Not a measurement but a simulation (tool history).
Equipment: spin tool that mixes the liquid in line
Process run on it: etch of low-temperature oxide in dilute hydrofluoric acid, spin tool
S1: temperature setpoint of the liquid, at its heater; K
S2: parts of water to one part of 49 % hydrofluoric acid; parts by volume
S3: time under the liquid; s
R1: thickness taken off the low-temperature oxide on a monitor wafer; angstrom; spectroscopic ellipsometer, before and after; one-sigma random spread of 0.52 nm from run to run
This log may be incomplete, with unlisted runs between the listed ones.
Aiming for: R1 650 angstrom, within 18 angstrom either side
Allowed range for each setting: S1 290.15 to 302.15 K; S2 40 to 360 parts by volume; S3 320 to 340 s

run	hour	S1	S2	S3	R1
1	0	294.15	200	320	285.09
2	4	295.15	190	320	310.26
3	9.6	296.65	190	320	327.03
4	18.2	296.65	190	320	329.36
5	27.2	297.15	180	320	356.44
6	31.1	297.65	170	320	389.41
7	37.2	298.15	165	320	410.94
8	38.8	302.15	105	320	802.68
9	40.9	298.15	105	320	689.98
10	49.7	297.15	105	320	674.03

Below are 4 possible settings for the next run. Only one of them brings all results inside the allowed miss of their targets. Which is it?
A	58.5	296.15	110	340	?
B	58.5	297.65	115	320	?
C	58.5	294.15	110	340	?
D	58.5	294.15	95	335	?

move	R1
A	642.62
B	610.58
C	592.8
D	686.94
A: in spec on every target
B: moves the result that the last run missed by most past its target, out the other side
C: moves the result that the last run missed by most past its target, out the other side
D: its largest miss is bigger than the last run's
A meets every target.
